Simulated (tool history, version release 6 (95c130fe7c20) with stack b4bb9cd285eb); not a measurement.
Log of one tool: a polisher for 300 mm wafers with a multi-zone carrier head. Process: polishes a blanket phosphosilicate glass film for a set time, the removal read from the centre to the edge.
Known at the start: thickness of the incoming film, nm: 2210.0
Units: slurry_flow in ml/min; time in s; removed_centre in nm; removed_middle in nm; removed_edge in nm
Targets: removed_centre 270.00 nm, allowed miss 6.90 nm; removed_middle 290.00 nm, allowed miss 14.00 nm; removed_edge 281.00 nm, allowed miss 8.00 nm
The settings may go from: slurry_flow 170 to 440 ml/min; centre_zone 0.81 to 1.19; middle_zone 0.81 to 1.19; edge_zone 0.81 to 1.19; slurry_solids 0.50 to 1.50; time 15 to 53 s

Run 1, hour 0.0: slurry_flow 280 ml/min, centre_zone 1.00, middle_zone 1.00, edge_zone 1.00, slurry_solids 1.00, time 34 s. Result: removed_centre 315.98 nm, removed_middle 309.34 nm, removed_edge 311.47 nm.
Run 2, hour 7.6: slurry_flow 280 ml/min, centre_zone 1.00, middle_zone 1.04, edge_zone 1.00, slurry_solids 1.00, time 34 s. Result: removed_centre 317.52 nm, removed_middle 325.30 nm, removed_edge 314.83 nm.
Run 3, hour 14.4: slurry_flow 270 ml/min, centre_zone 0.98, middle_zone 1.03, edge_zone 0.97, slurry_solids 1.00, time 34 s. Result: removed_centre 308.73 nm, removed_middle 320.80 nm, removed_edge 305.88 nm.
Run 4, hour 21.2: slurry_flow 270 ml/min, centre_zone 0.98, middle_zone 1.03, edge_zone 0.97, slurry_solids 1.00, time 39 s. Result: removed_centre 355.66 nm, removed_middle 366.31 nm, removed_edge 357.68 nm.
Run 5, hour 21.8: slurry_flow 270 ml/min, centre_zone 0.96, middle_zone 1.01, edge_zone 0.94, slurry_solids 0.95, time 39 s. Result: removed_centre 338.87 nm, removed_middle 357.56 nm, removed_edge 337.39 nm.
Run 6, hour 30.1: slurry_flow 260 ml/min, centre_zone 0.93, middle_zone 0.97, edge_zone 0.92, slurry_solids 0.90, time 39 s. Result: removed_centre 323.46 nm, removed_middle 319.90 nm, removed_edge 326.87 nm.
Run 7, hour 31.4: slurry_flow 260 ml/min, centre_zone 0.91, middle_zone 0.97, edge_zone 0.90, slurry_solids 0.85, time 39 s. Result: removed_centre 304.62 nm, removed_middle 320.90 nm, removed_edge 314.46 nm.
Run 8, hour 36.2: slurry_flow 255 ml/min, centre_zone 0.90, middle_zone 0.96, edge_zone 0.88, slurry_solids 0.80, time 39 s. Result: removed_centre 291.58 nm, removed_middle 298.46 nm, removed_edge 295.26 nm.
Run 9, hour 40.7: slurry_flow 245 ml/min, centre_zone 0.89, middle_zone 0.96, edge_zone 0.87, slurry_solids 0.80, time 39 s. Result: removed_centre 291.20 nm, removed_middle 301.30 nm, removed_edge 294.30 nm.
Run 10, hour 47.6: slurry_flow 240 ml/min, centre_zone 0.88, middle_zone 0.96, edge_zone 0.86, slurry_solids 0.80, time 39 s. Result: removed_centre 285.32 nm, removed_middle 295.84 nm, removed_edge 292.23 nm.

5 next moves are on the table. One of them brings every result within its allowed miss. Which?
Run A, hour 54.5: slurry_flow 300 ml/min, centre_zone 0.98, middle_zone 0.96, edge_zone 0.81, slurry_solids 0.60, time 45 s. Result: removed_centre ?, removed_middle ?, removed_edge ?.
Run B, hour 54.5: slurry_flow 270 ml/min, centre_zone 0.96, middle_zone 0.90, edge_zone 0.83, slurry_solids 0.75, time 41 s. Result: removed_centre ?, removed_middle ?, removed_edge ?.
Run C, hour 54.5: slurry_flow 240 ml/min, centre_zone 0.86, middle_zone 0.95, edge_zone 0.84, slurry_solids 0.70, time 41 s. Result: removed_centre ?, removed_middle ?, removed_edge ?.
Run D, hour 54.5: slurry_flow 230 ml/min, centre_zone 0.85, middle_zone 1.05, edge_zone 0.93, slurry_solids 0.75, time 40 s. Result: removed_centre ?, removed_middle ?, removed_edge ?.
Run E, hour 54.5: slurry_flow 185 ml/min, centre_zone 0.81, middle_zone 1.11, edge_zone 0.86, slurry_solids 0.90, time 36 s. Result: removed_centre ?, removed_middle ?, removed_edge ?.

move  removed_centre  removed_middle  removed_edge
   A          303.49          292.49        276.08
   B          312.94          290.79        293.82
   C          271.14          286.64        279.07
   D          272.61          316.27        296.46
   E          253.50          320.72        278.94
A: further off than the last run
B: further off than the last run
C: meets every target
D: brings the result that was furthest off to its target, and leaves another outside
E: takes the result that was furthest off past its target
Answer: C
